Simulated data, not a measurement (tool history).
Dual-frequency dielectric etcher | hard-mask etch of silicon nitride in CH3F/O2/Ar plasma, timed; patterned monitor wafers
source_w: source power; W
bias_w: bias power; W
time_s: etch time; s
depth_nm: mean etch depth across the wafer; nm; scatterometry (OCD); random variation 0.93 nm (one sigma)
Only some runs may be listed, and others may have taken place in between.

run 1 hour=0.0 | source_w=530 bias_w=65 time_s=202.0 | depth_nm=161.94
run 2 hour=2.9 | source_w=610 bias_w=65 time_s=202.0 | depth_nm=172.73
run 3 hour=9.6 | source_w=610 bias_w=65 time_s=210.5 | depth_nm=180.89
run 4 hour=12.4 | source_w=610 bias_w=65 time_s=210.5 | depth_nm=179.81
run 5 hour=17.1 | source_w=610 bias_w=70 time_s=210.5 | depth_nm=184.72
run 6 hour=25.4 | source_w=630 bias_w=71 time_s=210.5 | depth_nm=189.44
run 7 hour=30.7 | source_w=650 bias_w=71 time_s=210.5 | depth_nm=191.80
run 8 hour=32.0 | source_w=660 bias_w=71 time_s=210.5 | depth_nm=192.41

Predict the results of run 9:
run 9 hour=38.5 | source_w=670 bias_w=71 time_s=210.5 | depth_nm=?

Run 9 came out at depth_nm 194.08 nm.
